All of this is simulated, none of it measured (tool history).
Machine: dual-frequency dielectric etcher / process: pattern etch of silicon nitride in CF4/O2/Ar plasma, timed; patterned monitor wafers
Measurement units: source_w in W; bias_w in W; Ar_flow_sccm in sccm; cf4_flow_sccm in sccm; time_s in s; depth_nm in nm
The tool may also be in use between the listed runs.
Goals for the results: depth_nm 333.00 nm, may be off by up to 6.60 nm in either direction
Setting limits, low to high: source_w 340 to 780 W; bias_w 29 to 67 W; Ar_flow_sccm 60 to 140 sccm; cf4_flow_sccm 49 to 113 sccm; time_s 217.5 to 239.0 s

Run 1, hour 0.0: source_w 560 W, bias_w 48 W, Ar_flow_sccm 100 sccm, cf4_flow_sccm 81 sccm, time_s 239.0 s. Result: depth_nm 493.19 nm.
Run 2, hour 6.1: source_w 560 W, bias_w 48 W, Ar_flow_sccm 100 sccm, cf4_flow_sccm 95 sccm, time_s 239.0 s. Result: depth_nm 501.93 nm.
Run 3, hour 12.1: source_w 520 W, bias_w 46 W, Ar_flow_sccm 101 sccm, cf4_flow_sccm 95 sccm, time_s 238.5 s. Result: depth_nm 461.25 nm.
Run 4, hour 14.0: source_w 490 W, bias_w 45 W, Ar_flow_sccm 101 sccm, cf4_flow_sccm 95 sccm, time_s 238.5 s. Result: depth_nm 435.51 nm.
Run 5, hour 20.3: source_w 490 W, bias_w 45 W, Ar_flow_sccm 91 sccm, cf4_flow_sccm 95 sccm, time_s 238.5 s. Result: depth_nm 444.25 nm.
Run 6, hour 28.2: source_w 450 W, bias_w 45 W, Ar_flow_sccm 91 sccm, cf4_flow_sccm 95 sccm, time_s 238.5 s. Result: depth_nm 408.65 nm.
Run 7, hour 37.3: source_w 430 W, bias_w 45 W, Ar_flow_sccm 91 sccm, cf4_flow_sccm 95 sccm, time_s 238.5 s. Result: depth_nm 390.26 nm.
Run 8, hour 40.1: source_w 420 W, bias_w 45 W, Ar_flow_sccm 91 sccm, cf4_flow_sccm 95 sccm, time_s 238.5 s. Result: depth_nm 383.77 nm.
Run 9, hour 49.1: source_w 420 W, bias_w 45 W, Ar_flow_sccm 91 sccm, cf4_flow_sccm 95 sccm, time_s 238.5 s. Result: depth_nm 386.08 nm.
Run 10, hour 54.1: source_w 410 W, bias_w 45 W, Ar_flow_sccm 91 sccm, cf4_flow_sccm 95 sccm, time_s 238.5 s. Result: depth_nm 376.64 nm.

Pick the move, out of 4, that brings all results within their allowed miss; only one does.
Run A, hour 59.1: source_w 380 W, bias_w 44 W, Ar_flow_sccm 88 sccm, cf4_flow_sccm 90 sccm, time_s 217.5 s. Result: depth_nm ?.
Run B, hour 59.1: source_w 480 W, bias_w 46 W, Ar_flow_sccm 101 sccm, cf4_flow_sccm 91 sccm, time_s 221.5 s. Result: depth_nm ?.
Run C, hour 59.1: source_w 380 W, bias_w 41 W, Ar_flow_sccm 108 sccm, cf4_flow_sccm 91 sccm, time_s 239.0 s. Result: depth_nm ?.
Run D, hour 59.1: source_w 350 W, bias_w 42 W, Ar_flow_sccm 86 sccm, cf4_flow_sccm 86 sccm, time_s 239.0 s. Result: depth_nm ?.

move  depth_nm
   A    316.83
   B    398.43
   C    332.68
   D    317.98
A: takes the biggest miss from the last run beyond its target
B: the biggest miss grows against the last run
C: all results land within tolerance of their targets
D: takes the biggest miss from the last run beyond its target
The right move is C.
